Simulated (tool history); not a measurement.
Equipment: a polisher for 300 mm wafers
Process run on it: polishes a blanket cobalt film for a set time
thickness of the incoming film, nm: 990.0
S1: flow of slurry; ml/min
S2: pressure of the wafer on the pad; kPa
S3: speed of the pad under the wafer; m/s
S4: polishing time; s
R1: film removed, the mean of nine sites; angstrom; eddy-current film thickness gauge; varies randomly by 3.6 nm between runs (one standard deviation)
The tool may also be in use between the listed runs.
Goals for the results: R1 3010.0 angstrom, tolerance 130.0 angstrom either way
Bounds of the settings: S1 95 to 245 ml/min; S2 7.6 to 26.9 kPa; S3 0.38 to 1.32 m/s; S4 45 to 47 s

run,hour,S1,S2,S3,S4,R1
1,0.0,155,17.2,0.84,45,2332.1
2,9.0,160,18.6,0.84,45,2478.1
3,12.8,160,20.0,0.84,45,2730.3
4,21.3,160,20.0,0.72,45,2344.2
5,22.7,160,22.1,0.72,45,2556.9
6,30.6,160,18.6,0.72,45,2113.1
7,38.1,160,20.7,0.72,45,2444.2
8,39.9,160,22.1,0.72,45,2523.6
9,47.9,165,22.8,0.72,45,2640.8

Pick the move, out of 5, that brings all results within their allowed miss; only one does.
A,55.9,155,23.4,0.76,47,?
B,55.9,130,21.4,0.56,47,?
C,55.9,165,22.1,0.62,45,?
D,55.9,150,23.4,0.84,47,?
E,55.9,165,22.1,0.90,46,?

move,R1
A,2963.4
B,1979.5
C,2212.8
D,3253.3
E,3242.4
A: every result within its allowed miss
B: the biggest miss grows against the last run
C: the biggest miss grows against the last run
D: takes the biggest miss from the last run beyond its target
E: takes the biggest miss from the last run beyond its target
A meets every target.
